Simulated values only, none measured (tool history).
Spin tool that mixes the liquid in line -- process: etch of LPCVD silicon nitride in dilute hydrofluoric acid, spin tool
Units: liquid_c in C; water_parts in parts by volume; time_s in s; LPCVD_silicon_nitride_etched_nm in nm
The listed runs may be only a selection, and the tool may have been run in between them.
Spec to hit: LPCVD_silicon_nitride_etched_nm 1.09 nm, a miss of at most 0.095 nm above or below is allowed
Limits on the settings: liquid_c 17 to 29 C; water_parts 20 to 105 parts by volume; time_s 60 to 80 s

run,hour,liquid_c,water_parts,time_s,LPCVD_silicon_nitride_etched_nm
1,0,21,55,80,0.60752
2,1.9,18,55,80,0.47573
3,5.9,21,55,80,0.59536
4,14,21,65,80,0.5076
5,20.5,24,65,80,0.63212
6,26.7,24,75,80,0.53706
7,28.1,25.5,70,80,0.64008
8,31.1,26.5,65,80,0.74551
9,37.3,27,60,80,0.83236
10,42.1,27.5,55,80,0.88104

Exactly one of the 5 candidate moves below puts every result within its allowed miss. Which one?
A,46.9,28,60,60,?
B,46.9,25.5,55,80,?
C,46.9,29,40,75,?
D,46.9,27.5,50,60,?
E,46.9,29,50,80,?

move,LPCVD_silicon_nitride_etched_nm
A,0.68072
B,0.83892
C,1.3546
D,0.78874
E,1.1599
A: the biggest miss grows against the last run
B: the biggest miss grows against the last run
C: takes the result that was furthest off past its target
D: the biggest miss grows against the last run
E: all results in spec
E is the move that brings every result within its allowed miss.
